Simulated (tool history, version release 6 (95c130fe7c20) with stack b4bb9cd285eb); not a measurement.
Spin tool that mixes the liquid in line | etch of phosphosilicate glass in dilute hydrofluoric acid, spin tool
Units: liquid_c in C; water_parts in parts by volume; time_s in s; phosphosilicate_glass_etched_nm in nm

run	hour	liquid_c	water_parts	time_s	phosphosilicate_glass_etched_nm
1	0.0	25.0	65	50	119.70
2	7.5	27.0	65	50	129.96
3	9.2	30.0	65	50	145.35
4	13.7	30.5	65	50	148.97
5	15.5	31.0	65	50	153.40
6	23.5	31.0	75	50	129.59
7	29.8	31.5	70	50	141.85

The next listed run, before its measurement:
8	35.4	32.0	65	50	?

{"run 8": {"phosphosilicate_glass_etched_nm": 156.59}}

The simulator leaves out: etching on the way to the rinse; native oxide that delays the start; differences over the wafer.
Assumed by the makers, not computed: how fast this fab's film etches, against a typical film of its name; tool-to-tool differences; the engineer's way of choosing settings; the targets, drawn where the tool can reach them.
